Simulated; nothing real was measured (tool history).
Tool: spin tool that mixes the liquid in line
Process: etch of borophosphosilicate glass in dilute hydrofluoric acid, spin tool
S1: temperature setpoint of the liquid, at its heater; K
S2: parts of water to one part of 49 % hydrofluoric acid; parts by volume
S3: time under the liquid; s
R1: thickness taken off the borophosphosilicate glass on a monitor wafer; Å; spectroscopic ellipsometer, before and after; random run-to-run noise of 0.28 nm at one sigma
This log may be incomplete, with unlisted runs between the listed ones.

run,hour,S1,S2,S3,R1
1,0,296.15,140,30,157.53
2,2.8,292.65,140,30,137.97
3,8.3,292.65,140,25,114.41
4,9.2,294.15,130,25,133.11
5,17.8,295.15,120,25,149.25
6,23.6,296.15,110,25,172.11
7,31.5,297.15,100,25,200.07
8,33,298.15,95,25,219.39
9,37.6,302.15,40,25,662.54
10,43.5,301.65,40,25,648.79
11,45.1,301.15,40,25,633.02

What will run 12 give?
12,45.7,297.15,45,25,?

R1: 476.73 Å
